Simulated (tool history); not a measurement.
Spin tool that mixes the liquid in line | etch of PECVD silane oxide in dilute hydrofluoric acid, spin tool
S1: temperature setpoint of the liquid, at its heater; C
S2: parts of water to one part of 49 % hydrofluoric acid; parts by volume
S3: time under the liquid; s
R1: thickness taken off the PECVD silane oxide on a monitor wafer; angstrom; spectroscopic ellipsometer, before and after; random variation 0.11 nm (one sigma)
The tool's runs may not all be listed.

run,hour,S1,S2,S3,R1
1,0.0,25.0,195,275,469.64
2,3.4,25.0,260,275,333.68
3,7.8,24.0,260,275,318.84
4,14.6,23.0,260,275,307.23
5,17.8,22.0,260,275,299.93
6,25.6,24.0,260,275,320.26
# hour 26.8: thermometer replaced
7,26.8,23.0,260,275,324.42
8,29.6,22.0,265,275,303.51
9,31.0,21.5,270,275,291.80
10,35.9,21.0,275,275,281.80

The next listed run, before its measurement:
11,39.9,20.5,275,275,?

R1: 274.17 angstrom
